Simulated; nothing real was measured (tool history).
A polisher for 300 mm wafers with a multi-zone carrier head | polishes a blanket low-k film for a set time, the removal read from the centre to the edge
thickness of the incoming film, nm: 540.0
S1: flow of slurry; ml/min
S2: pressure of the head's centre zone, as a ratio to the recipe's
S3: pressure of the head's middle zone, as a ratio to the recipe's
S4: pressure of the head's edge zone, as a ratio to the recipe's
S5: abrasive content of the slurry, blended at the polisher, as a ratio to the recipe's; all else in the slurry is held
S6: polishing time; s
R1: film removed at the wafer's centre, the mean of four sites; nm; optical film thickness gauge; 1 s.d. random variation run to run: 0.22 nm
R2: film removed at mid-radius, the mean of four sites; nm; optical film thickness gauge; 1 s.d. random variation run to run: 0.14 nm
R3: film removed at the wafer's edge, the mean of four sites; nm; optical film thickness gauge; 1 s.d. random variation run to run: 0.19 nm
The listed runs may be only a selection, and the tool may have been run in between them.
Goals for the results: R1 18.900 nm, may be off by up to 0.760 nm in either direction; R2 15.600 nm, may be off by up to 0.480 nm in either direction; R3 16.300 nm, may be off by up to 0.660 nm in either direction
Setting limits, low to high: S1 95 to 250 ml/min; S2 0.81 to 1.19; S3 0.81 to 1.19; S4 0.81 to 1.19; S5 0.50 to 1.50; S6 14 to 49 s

| run | hour | S1 | S2 | S3 | S4 | S5 | S6 | R1 | R2 | R3 |
|---|---|---|---|---|---|---|---|---|---|---|
| 1 | 0.0 | 160 | 1.00 | 1.00 | 1.00 | 1.00 | 31 | 14.853 | 14.962 | 14.858 |
| 2 | 8.1 | 170 | 1.02 | 0.99 | 1.01 | 1.00 | 31 | 15.497 | 15.203 | 14.338 |
| 3 | 13.3 | 160 | 1.03 | 0.97 | 1.01 | 1.05 | 31 | 16.023 | 14.980 | 15.141 |
| 4 | 16.7 | 160 | 1.03 | 1.05 | 1.01 | 1.05 | 31 | 16.159 | 15.821 | 14.955 |
| 5 | 20.5 | 155 | 1.04 | 1.04 | 1.02 | 1.10 | 31 | 16.102 | 16.497 | 14.920 |
| 6 | 21.5 | 155 | 1.04 | 1.04 | 1.02 | 1.10 | 34 | 17.684 | 17.804 | 16.913 |
| 7 | 22.8 | 150 | 1.06 | 1.02 | 1.01 | 1.10 | 34 | 18.198 | 17.400 | 16.495 |
| 8 | 31.0 | 145 | 1.07 | 1.00 | 1.01 | 1.10 | 34 | 17.886 | 17.004 | 16.687 |
| 9 | 35.2 | 145 | 1.07 | 1.00 | 1.01 | 1.10 | 34 | 18.304 | 17.030 | 16.587 |

Which one of the following 4 next-run settings gets every result inside its allowed miss? There is exactly one.
| A | 39.4 | 175 | 1.00 | 1.13 | 0.98 | 1.15 | 33 | ? | ? | ? |
| B | 39.4 | 210 | 0.99 | 1.15 | 1.10 | 1.20 | 30 | ? | ? | ? |
| C | 39.4 | 160 | 1.11 | 0.92 | 1.02 | 1.10 | 33 | ? | ? | ? |
| D | 39.4 | 145 | 1.03 | 1.01 | 1.01 | 1.15 | 34 | ? | ? | ? |

| move | R1 | R2 | R3 |
|---|---|---|---|
| A | 17.560 | 19.413 | 16.589 |
| B | 16.655 | 18.810 | 16.604 |
| C | 18.713 | 15.694 | 16.394 |
| D | 17.859 | 17.509 | 16.903 |
A: lands further from the targets than the last run did
B: lands further from the targets than the last run did
C: all results in spec
D: lands further from the targets than the last run did
Go with C: it meets all targets.
